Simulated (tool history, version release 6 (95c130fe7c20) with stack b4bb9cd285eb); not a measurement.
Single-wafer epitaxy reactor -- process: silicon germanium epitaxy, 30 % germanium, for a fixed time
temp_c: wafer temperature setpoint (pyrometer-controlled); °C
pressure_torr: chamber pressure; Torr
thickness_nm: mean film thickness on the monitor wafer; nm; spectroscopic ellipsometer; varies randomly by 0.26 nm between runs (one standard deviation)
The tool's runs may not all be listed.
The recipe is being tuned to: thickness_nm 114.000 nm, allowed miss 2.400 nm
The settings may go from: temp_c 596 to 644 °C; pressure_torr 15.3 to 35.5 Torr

Run 1, hour 0.0: temp_c 620 °C, pressure_torr 25.4 Torr. Result: thickness_nm 88.731 nm.
Run 2, hour 5.2: temp_c 620 °C, pressure_torr 29.9 Torr. Result: thickness_nm 93.356 nm.
Run 3, hour 10.9: temp_c 620 °C, pressure_torr 32.6 Torr. Result: thickness_nm 96.496 nm.
Run 4, hour 13.5: temp_c 620 °C, pressure_torr 35.5 Torr. Result: thickness_nm 99.346 nm.
Run 5, hour 22.2: temp_c 620 °C, pressure_torr 32.1 Torr. Result: thickness_nm 95.559 nm.
Run 6, hour 23.2: temp_c 620 °C, pressure_torr 35.5 Torr. Result: thickness_nm 99.251 nm.
Run 7, hour 25.1: temp_c 622 °C, pressure_torr 35.5 Torr. Result: thickness_nm 103.260 nm.
Run 8, hour 27.9: temp_c 622 °C, pressure_torr 35.5 Torr. Result: thickness_nm 102.900 nm.
Run 9, hour 33.7: temp_c 622 °C, pressure_torr 35.5 Torr. Result: thickness_nm 102.480 nm.
Run 10, hour 41.5: temp_c 623 °C, pressure_torr 35.5 Torr. Result: thickness_nm 104.780 nm.
Run 11, hour 43.2: temp_c 624 °C, pressure_torr 35.5 Torr. Result: thickness_nm 106.400 nm.
Run 12, hour 51.5: temp_c 625 °C, pressure_torr 35.5 Torr. Result: thickness_nm 109.090 nm.
Run 13, hour 57.4: temp_c 626 °C, pressure_torr 35.5 Torr. Result: thickness_nm 111.480 nm.

Which single option among these 4 for the next run brings every result within its allowed miss of target? Just one does.
Run A, hour 63.3: temp_c 630 °C, pressure_torr 35.5 Torr. Result: thickness_nm ?.
Run B, hour 63.3: temp_c 627 °C, pressure_torr 35.5 Torr. Result: thickness_nm ?.
Run C, hour 63.3: temp_c 625 °C, pressure_torr 34.2 Torr. Result: thickness_nm ?.
Run D, hour 63.3: temp_c 629 °C, pressure_torr 35.5 Torr. Result: thickness_nm ?.

move  thickness_nm
   A       119.940
   B       113.280
   C       107.660
   D       117.680
A: carries the result that was furthest off beyond its target, to the other side
B: each result inside its tolerance
C: moves away from the targets compared with the last run
D: carries the result that was furthest off beyond its target, to the other side
So the answer is move B, the one that meets all the targets.
